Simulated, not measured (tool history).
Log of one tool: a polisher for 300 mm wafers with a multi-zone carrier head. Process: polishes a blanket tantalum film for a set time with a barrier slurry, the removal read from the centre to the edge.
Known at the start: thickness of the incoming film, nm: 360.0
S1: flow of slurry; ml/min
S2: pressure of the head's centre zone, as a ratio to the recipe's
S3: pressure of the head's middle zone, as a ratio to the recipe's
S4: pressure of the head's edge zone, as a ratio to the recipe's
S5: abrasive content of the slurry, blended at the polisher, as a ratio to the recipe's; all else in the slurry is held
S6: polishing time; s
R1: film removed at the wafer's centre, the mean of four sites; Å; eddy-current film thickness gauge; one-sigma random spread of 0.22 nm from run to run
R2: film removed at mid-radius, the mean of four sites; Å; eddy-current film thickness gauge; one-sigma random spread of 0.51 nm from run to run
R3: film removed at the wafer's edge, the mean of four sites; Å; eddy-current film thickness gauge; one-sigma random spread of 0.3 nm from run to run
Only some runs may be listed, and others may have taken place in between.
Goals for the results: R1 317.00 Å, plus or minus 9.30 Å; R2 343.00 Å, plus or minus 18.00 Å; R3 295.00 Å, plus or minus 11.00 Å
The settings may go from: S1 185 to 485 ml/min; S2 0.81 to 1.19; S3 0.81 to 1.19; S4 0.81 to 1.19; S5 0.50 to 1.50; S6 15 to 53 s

run  hour   S1    S2    S3    S4    S5  S6      R1      R2      R3
  1   0.0  310  1.00  1.00  1.00  1.00  34  470.02  467.40  473.15
  2   6.5  315  1.00  1.02  0.96  0.85  32  407.22  418.31  404.39
  3  15.2  320  1.00  1.03  0.93  0.75  31  373.25  384.12  362.04
  4  16.9  320  0.94  1.03  0.93  0.75  31  349.83  388.07  367.23
  5  23.6  320  0.94  1.07  0.93  0.75  31  352.05  394.86  363.26
  6  27.3  320  0.94  1.07  0.93  0.85  31  377.70  423.23  382.28
     35.9  -- slurry nozzle cleaned
  7  35.9  325  0.95  1.07  0.91  0.75  31  362.39  406.34  372.29
  8  42.8  305  0.97  1.08  0.89  0.70  30  339.33  377.14  335.18

4 candidate next runs follow, results not yet known. Just one meets every target within its allowed miss. Identify it.
  A  49.7  285  0.92  1.05  1.02  0.70  34   ?   ?   ?
  B  49.7  325  0.97  0.88  1.03  0.55  38   ?   ?   ?
  C  49.7  280  0.99  0.93  1.19  0.60  36   ?   ?   ?
  D  49.7  300  1.01  1.10  0.87  0.75  26   ?   ?   ?

move      R1      R2      R3
   A  363.95  413.84  401.10
   B  356.89  331.73  374.80
   C  369.44  352.35  410.01
   D  320.43  344.73  297.64
A: its largest miss is bigger than the last run's
B: its largest miss is bigger than the last run's
C: its largest miss is bigger than the last run's
D: meets every target
So the answer is move D, the one that meets all the targets.
